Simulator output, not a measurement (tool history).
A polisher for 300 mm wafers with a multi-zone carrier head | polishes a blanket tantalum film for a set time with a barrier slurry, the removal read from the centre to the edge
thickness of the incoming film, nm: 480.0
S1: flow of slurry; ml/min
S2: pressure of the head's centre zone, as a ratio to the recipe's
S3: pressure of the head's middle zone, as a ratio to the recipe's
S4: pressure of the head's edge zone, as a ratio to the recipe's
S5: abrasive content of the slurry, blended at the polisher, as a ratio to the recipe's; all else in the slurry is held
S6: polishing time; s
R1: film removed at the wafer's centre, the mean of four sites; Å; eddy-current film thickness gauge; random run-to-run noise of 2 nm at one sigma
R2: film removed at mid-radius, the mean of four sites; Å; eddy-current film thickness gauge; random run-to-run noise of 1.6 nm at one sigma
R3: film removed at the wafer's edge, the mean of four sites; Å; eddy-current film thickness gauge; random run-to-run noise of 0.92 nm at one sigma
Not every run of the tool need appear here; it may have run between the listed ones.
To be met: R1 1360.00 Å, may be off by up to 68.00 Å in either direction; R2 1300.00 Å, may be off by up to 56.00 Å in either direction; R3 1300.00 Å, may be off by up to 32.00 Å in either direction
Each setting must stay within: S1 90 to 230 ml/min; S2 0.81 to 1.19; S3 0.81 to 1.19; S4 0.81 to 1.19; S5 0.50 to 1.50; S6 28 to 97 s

run	hour	S1	S2	S3	S4	S5	S6	R1	R2	R3
1	0.0	150	1.00	1.00	1.00	1.00	62	1004.40	995.25	1011.60
2	8.2	150	1.00	1.00	0.97	1.00	62	982.75	997.37	990.75
3	13.2	150	1.03	1.00	0.97	1.00	62	996.80	987.72	999.97
4	19.7	150	1.03	1.00	1.03	1.00	62	1001.40	993.82	1025.70
5	25.5	150	1.03	1.00	1.11	1.00	62	1006.00	982.92	1072.30
6	34.4	160	1.06	1.03	1.12	1.10	62	1063.00	1067.40	1096.10
7	37.1	165	1.08	1.03	1.13	1.20	63	1155.90	1090.30	1171.00
8	40.7	205	1.14	1.13	1.17	1.30	64	1286.50	1255.50	1251.40
9	43.0	205	1.15	1.13	1.17	1.30	64	1301.60	1273.20	1259.90
10	44.3	205	1.16	1.13	1.17	1.30	64	1350.00	1276.50	1248.00

Exercise: of the 4 proposed moves below, exactly one satisfies all targets within the stated allowed misses. Which move is it?
A	45.6	230	1.00	1.13	1.19	1.20	69	?	?	?
B	45.6	230	1.19	1.11	1.11	1.45	61	?	?	?
C	45.6	230	1.15	1.13	1.19	1.15	67	?	?	?
D	45.6	205	1.19	1.18	1.17	1.20	62	?	?	?

move	R1	R2	R3
A	1252.90	1364.50	1356.40
B	1380.80	1242.00	1210.80
C	1384.80	1309.10	1302.30
D	1321.00	1253.70	1194.60
A: the result that was furthest off in the last run now lies on the other side of its target
B: lands further from the targets than the last run did
C: in spec on every target
D: lands further from the targets than the last run did
C meets every target.
